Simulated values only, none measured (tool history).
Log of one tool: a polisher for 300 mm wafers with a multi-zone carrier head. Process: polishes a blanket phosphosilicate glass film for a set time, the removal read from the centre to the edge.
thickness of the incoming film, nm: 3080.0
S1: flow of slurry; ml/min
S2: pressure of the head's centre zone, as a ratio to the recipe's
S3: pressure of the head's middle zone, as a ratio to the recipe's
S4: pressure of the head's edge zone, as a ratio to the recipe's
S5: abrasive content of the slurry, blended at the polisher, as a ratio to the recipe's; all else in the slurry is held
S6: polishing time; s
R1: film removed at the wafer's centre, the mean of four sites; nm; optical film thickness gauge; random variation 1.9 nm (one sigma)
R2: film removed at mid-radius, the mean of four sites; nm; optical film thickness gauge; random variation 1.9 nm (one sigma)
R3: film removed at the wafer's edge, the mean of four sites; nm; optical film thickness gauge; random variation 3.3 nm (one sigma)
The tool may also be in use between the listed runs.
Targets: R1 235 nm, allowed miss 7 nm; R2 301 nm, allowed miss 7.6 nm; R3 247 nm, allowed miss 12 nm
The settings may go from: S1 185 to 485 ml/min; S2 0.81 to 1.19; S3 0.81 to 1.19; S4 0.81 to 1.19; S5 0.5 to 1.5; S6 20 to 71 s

| run | day | S1 | S2 | S3 | S4 | S5 | S6 | R1 | R2 | R3 |
|---|---|---|---|---|---|---|---|---|---|---|
| 1 | 0 | 310 | 1 | 1 | 1 | 1 | 45 | 442.65 | 455.65 | 466.05 |
| 2 | 0.154 | 310 | 1 | 1 | 1 | 1 | 35 | 342.84 | 358.68 | 355.21 |
| 3 | 0.192 | 310 | 1 | 0.97 | 1 | 1 | 35 | 344.41 | 342.83 | 342.27 |
| 4 | 0.55 | 310 | 1 | 0.97 | 1 | 0.8 | 35 | 319.98 | 314.55 | 313.43 |
| 5 | 0.742 | 310 | 0.96 | 0.97 | 1 | 0.8 | 35 | 304.72 | 314.61 | 318.78 |
| 6 | 0.883 | 310 | 1.04 | 0.97 | 1 | 0.8 | 35 | 328.91 | 314.94 | 321.23 |
| 7 | 1.188 | 310 | 1.04 | 0.97 | 1 | 0.8 | 35 | 332.92 | 310.86 | 316.87 |
| 8 | 1.533 | 330 | 0.98 | 1 | 0.94 | 0.7 | 34 | 282.26 | 298.55 | 282.68 |
| 9 | 1.729 | 340 | 0.96 | 1.02 | 0.9 | 0.65 | 34 | 267.09 | 292.31 | 274.33 |
| 10 | 1.917 | 345 | 0.96 | 1.06 | 0.87 | 0.6 | 34 | 260.08 | 292.17 | 252.76 |
| 11 | 2.079 | 340 | 0.93 | 1.07 | 0.86 | 0.6 | 34 | 250.41 | 297.91 | 253.81 |
| 12 | 2.154 | 335 | 0.92 | 1.08 | 0.85 | 0.6 | 34 | 249.85 | 295.98 | 262.1 |
| 13 | 2.425 | 355 | 0.91 | 1.09 | 0.84 | 0.6 | 34 | 244.74 | 299.6 | 254.96 |

5 next moves are on the table. One of them brings every result within its allowed miss. Which?
| A | 2.696 | 355 | 1.04 | 1.18 | 0.82 | 0.55 | 32 | ? | ? | ? |
| B | 2.696 | 370 | 0.96 | 1.15 | 0.91 | 0.55 | 34 | ? | ? | ? |
| C | 2.696 | 205 | 0.88 | 1.11 | 0.81 | 0.7 | 32 | ? | ? | ? |
| D | 2.696 | 355 | 0.89 | 1.05 | 0.9 | 0.65 | 34 | ? | ? | ? |
| E | 2.696 | 340 | 0.93 | 1.06 | 0.93 | 0.6 | 35 | ? | ? | ? |

| move | R1 | R2 | R3 |
|---|---|---|---|
| A | 256.41 | 288.92 | 226.18 |
| B | 251.92 | 301.01 | 252.4 |
| C | 233.21 | 296.49 | 245.3 |
| D | 251.32 | 300.23 | 271.17 |
| E | 260 | 299.52 | 272.63 |
A: further off than the last run
B: further off than the last run
C: meets every target
D: further off than the last run
E: further off than the last run
Answer: C
